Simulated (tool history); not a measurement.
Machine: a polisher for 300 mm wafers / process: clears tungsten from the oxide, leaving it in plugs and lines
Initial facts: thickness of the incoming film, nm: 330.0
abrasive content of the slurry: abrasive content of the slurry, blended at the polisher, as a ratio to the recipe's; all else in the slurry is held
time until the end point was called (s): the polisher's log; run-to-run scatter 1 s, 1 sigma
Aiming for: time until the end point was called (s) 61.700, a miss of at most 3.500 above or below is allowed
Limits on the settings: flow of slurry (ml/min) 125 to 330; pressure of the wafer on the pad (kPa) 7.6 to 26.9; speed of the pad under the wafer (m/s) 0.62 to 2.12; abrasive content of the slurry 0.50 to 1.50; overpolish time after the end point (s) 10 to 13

| run | hour | flow of slurry (ml/min) | pressure of the wafer on the pad (kPa) | speed of the pad under the wafer (m/s) | abrasive content of the slurry | overpolish time after the end point (s) | time until the end point was called (s) |
|---|---|---|---|---|---|---|---|
| 1 | 0.0 | 210 | 17.2 | 1.36 | 1.00 | 13 | 80.908 |
| 2 | 4.0 | 210 | 19.3 | 1.36 | 1.00 | 13 | 74.696 |
| 3 | 10.3 | 210 | 20.0 | 1.36 | 1.00 | 13 | 72.817 |
| 4 | 15.8 | 210 | 20.0 | 1.36 | 1.00 | 13 | 72.007 |
| 5 | 18.2 | 190 | 20.0 | 1.36 | 1.00 | 13 | 71.328 |
| 6 | 22.3 | 190 | 20.0 | 1.36 | 1.00 | 13 | 70.790 |
|  | 25.5 | head pressure recalibrated |
| 7 | 25.5 | 190 | 20.7 | 1.36 | 1.00 | 13 | 75.173 |
| 8 | 28.1 | 190 | 20.7 | 1.36 | 1.00 | 13 | 76.827 |
| 9 | 32.8 | 200 | 21.4 | 1.36 | 1.00 | 13 | 71.615 |
| 10 | 41.9 | 200 | 21.4 | 1.36 | 1.00 | 13 | 73.463 |
| 11 | 46.2 | 200 | 21.4 | 1.40 | 1.00 | 13 | 70.007 |
| 12 | 54.5 | 200 | 22.1 | 1.42 | 1.00 | 13 | 66.391 |

Exercise: of the 5 proposed moves below, exactly one satisfies all targets within the stated allowed misses. Which move is it?
| A | 62.8 | 170 | 22.8 | 1.50 | 0.75 | 10 | ? |
| B | 62.8 | 210 | 24.8 | 1.52 | 1.30 | 10 | ? |
| C | 62.8 | 155 | 26.2 | 1.30 | 1.25 | 13 | ? |
| D | 62.8 | 215 | 23.4 | 1.62 | 1.00 | 13 | ? |
| E | 62.8 | 180 | 21.4 | 1.42 | 1.00 | 13 | ? |

| move | time until the end point was called (s) |
|---|---|
| A | 65.987 |
| B | 51.834 |
| C | 60.696 |
| D | 54.215 |
| E | 69.278 |
A: moves toward the targets from the last run without getting all of them in spec
B: pushes the last run's worst result past its target
C: meets every target
D: pushes the last run's worst result past its target
E: its largest miss is bigger than the last run's
The move that meets every target is C.
